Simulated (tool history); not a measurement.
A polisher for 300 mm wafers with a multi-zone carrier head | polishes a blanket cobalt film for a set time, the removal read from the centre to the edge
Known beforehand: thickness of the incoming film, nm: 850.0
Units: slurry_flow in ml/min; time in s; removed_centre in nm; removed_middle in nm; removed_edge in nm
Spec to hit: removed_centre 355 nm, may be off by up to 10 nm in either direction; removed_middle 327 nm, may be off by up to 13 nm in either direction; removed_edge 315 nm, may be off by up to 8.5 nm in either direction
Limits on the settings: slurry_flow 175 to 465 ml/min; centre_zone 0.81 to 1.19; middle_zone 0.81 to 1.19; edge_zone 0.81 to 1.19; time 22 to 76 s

run,day,slurry_flow,centre_zone,middle_zone,edge_zone,time,removed_centre,removed_middle,removed_edge
1,0,295,1,1,1,49,358.72,354.24,360.07
2,0.296,295,1,1,0.93,49,362.22,350.9,348.81
3,0.45,295,1,1,0.9,49,360.94,357.38,345.08
4,0.812,285,1.01,0.99,0.87,48,359.03,337.75,335.43
5,1.088,225,1.01,0.99,0.87,48,344.32,330.99,327.55
6,1.133,225,1.01,0.99,0.87,55,396.86,379.36,377.78
7,1.375,235,1.02,0.99,0.86,52,378.35,357.54,354.41
8,1.683,235,1.03,0.99,0.85,50,361.9,343.77,344.8
9,1.938,300,0.99,0.97,0.84,49,358.8,354.75,340.49
10,2.204,290,1.01,0.98,0.83,48,362.53,340.06,328.48

Below are 4 possible settings for the next run. Only one of them brings all results inside the allowed miss of their targets. Which is it?
A,2.471,300,1.04,0.99,0.81,46,?,?,?
B,2.471,290,1.02,1.08,0.81,49,?,?,?
C,2.471,215,1,0.89,0.95,50,?,?,?
D,2.471,335,1.18,0.99,0.81,44,?,?,?

move,removed_centre,removed_middle,removed_edge
A,353.74,330.1,314.01
B,368.24,377.21,333.13
C,351.81,314.14,347.39
D,388.97,319.05,302.93
A: in spec on every target
B: its largest miss is bigger than the last run's
C: its largest miss is bigger than the last run's
D: carries the result that was furthest off beyond its target, to the other side
Correct choice: A, which meets every target
